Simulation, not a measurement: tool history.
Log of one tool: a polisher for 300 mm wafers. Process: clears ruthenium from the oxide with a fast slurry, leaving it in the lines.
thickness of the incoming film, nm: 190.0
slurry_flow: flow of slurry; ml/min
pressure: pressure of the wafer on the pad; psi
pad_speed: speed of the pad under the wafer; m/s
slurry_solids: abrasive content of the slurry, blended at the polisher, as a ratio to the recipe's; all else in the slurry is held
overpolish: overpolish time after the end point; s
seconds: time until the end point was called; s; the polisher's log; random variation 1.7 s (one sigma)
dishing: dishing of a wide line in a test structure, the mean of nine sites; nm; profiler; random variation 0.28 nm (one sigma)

| run | hour | slurry_flow | pressure | pad_speed | slurry_solids | overpolish | seconds | dishing |
|---|---|---|---|---|---|---|---|---|
| 1 | 0.0 | 145 | 3.5 | 0.82 | 1.00 | 16 | 52.670 | 42.805 |
| 2 | 8.6 | 150 | 3.1 | 0.78 | 1.00 | 13 | 61.448 | 30.606 |
| 3 | 12.4 | 150 | 3.1 | 0.78 | 1.00 | 18 | 61.304 | 40.419 |
| 4 | 15.8 | 150 | 3.1 | 0.78 | 1.20 | 18 | 58.794 | 42.662 |
| 5 | 23.8 | 150 | 2.9 | 0.74 | 1.15 | 15 | 65.707 | 33.518 |
| 6 | 27.4 | 150 | 2.7 | 0.74 | 1.10 | 13 | 70.675 | 27.926 |

Run 7 comes next. What will it give?
| 7 | 33.9 | 150 | 2.5 | 0.74 | 1.05 | 12 | ? | ? |

{"run 7": {"seconds": 79.77, "dishing": 24.158}}
